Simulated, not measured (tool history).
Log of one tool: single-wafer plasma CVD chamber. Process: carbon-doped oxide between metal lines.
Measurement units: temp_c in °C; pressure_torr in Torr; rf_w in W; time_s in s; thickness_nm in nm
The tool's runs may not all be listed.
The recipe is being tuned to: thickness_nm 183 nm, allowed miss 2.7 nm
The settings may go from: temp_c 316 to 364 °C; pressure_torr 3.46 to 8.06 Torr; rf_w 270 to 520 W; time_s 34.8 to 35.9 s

run	hour	temp_c	pressure_torr	rf_w	time_s	thickness_nm
1	0	340	5.76	395	34.8	156.71
2	0.8	340	5.76	395	34.8	156.38
3	1.7	335	6.23	410	34.8	164.15
4	4.9	344	6.23	410	34.8	160.91
5	12	344	6.81	410	34.8	162.92
6	19.2	340	7.21	420	34.8	166.95
7	25	338	7.38	430	34.8	171.22
8	26.9	336	7.56	440	34.8	174.93
9	35.7	334	7.7	445	34.8	177.47

Of the 4 settings listed for the next run, only one would bring every result within its allowed miss of target. Which one?
A	44.5	331	7.52	450	35	?
B	44.5	327	7.66	425	34.8	?
C	44.5	332	7.9	430	35.3	?
D	44.5	326	7.53	425	34.8	?

move	thickness_nm
A	182.74
B	176.54
C	178.25
D	176.91
A: in spec on every target
B: its largest miss is bigger than the last run's
C: nearer than the last run, and not there yet
D: its largest miss is bigger than the last run's
So the answer is move A, the one that meets all the targets.

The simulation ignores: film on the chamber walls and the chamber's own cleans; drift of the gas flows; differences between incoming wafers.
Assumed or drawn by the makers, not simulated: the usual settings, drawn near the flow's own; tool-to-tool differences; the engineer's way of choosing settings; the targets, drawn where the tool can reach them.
